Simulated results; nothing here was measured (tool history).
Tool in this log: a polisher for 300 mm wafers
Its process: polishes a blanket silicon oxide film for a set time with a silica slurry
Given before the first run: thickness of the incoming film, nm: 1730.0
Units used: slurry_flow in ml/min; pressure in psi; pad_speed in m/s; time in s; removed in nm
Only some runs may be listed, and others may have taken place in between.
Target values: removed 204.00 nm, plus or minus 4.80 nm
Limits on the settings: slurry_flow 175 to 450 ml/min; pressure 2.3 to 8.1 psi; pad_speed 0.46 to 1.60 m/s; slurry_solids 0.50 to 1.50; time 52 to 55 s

{"run": 1, "hour": 0.0, "slurry_flow": 290, "pressure": 5.2, "pad_speed": 1.02, "slurry_solids": 1.0, "time": 52, "removed": 177.27}
{"run": 2, "hour": 7.0, "slurry_flow": 290, "pressure": 5.2, "pad_speed": 0.78, "slurry_solids": 1.0, "time": 52, "removed": 141.91}
{"run": 3, "hour": 10.5, "slurry_flow": 290, "pressure": 5.2, "pad_speed": 0.78, "slurry_solids": 1.0, "time": 52, "removed": 144.0}
{"run": 4, "hour": 12.7, "slurry_flow": 290, "pressure": 4.1, "pad_speed": 0.78, "slurry_solids": 1.0, "time": 52, "removed": 111.74}
{"run": 5, "hour": 21.7, "slurry_flow": 290, "pressure": 4.5, "pad_speed": 0.78, "slurry_solids": 1.0, "time": 52, "removed": 125.12}
{"run": 6, "hour": 29.1, "slurry_flow": 290, "pressure": 4.9, "pad_speed": 0.78, "slurry_solids": 1.0, "time": 52, "removed": 133.49}
{"run": 7, "hour": 29.9, "slurry_flow": 310, "pressure": 6.3, "pad_speed": 0.8, "slurry_solids": 1.0, "time": 52, "removed": 176.94}
{"run": 8, "hour": 33.0, "slurry_flow": 310, "pressure": 6.4, "pad_speed": 0.8, "slurry_solids": 1.0, "time": 52, "removed": 182.15}
{"run": 9, "hour": 39.7, "slurry_flow": 310, "pressure": 6.5, "pad_speed": 0.8, "slurry_solids": 1.0, "time": 52, "removed": 179.14}
{"run": 10, "hour": 40.5, "slurry_flow": 310, "pressure": 6.6, "pad_speed": 0.8, "slurry_solids": 1.0, "time": 52, "removed": 185.56}
{"run": 11, "hour": 46.1, "slurry_flow": 325, "pressure": 7.1, "pad_speed": 0.8, "slurry_solids": 1.0, "time": 52, "removed": 199.71}

Which of these 4 next moves meets every target?
{"run": "A", "hour": 51.7, "slurry_flow": 305, "pressure": 6.5, "pad_speed": 0.78, "slurry_solids": 1.05, "time": 55, "removed": "?"}
{"run": "B", "hour": 51.7, "slurry_flow": 335, "pressure": 7.4, "pad_speed": 0.76, "slurry_solids": 0.9, "time": 52, "removed": "?"}
{"run": "C", "hour": 51.7, "slurry_flow": 310, "pressure": 7.1, "pad_speed": 0.8, "slurry_solids": 0.9, "time": 53, "removed": "?"}
{"run": "D", "hour": 51.7, "slurry_flow": 280, "pressure": 7.4, "pad_speed": 0.76, "slurry_solids": 1.05, "time": 53, "removed": "?"}

move=A removed=194.27
move=B removed=190.84
move=C removed=193.81
move=D removed=207.15
A: the biggest miss grows against the last run
B: the biggest miss grows against the last run
C: the biggest miss grows against the last run
D: every result lands within tolerance
D is the move that brings every result within its allowed miss.
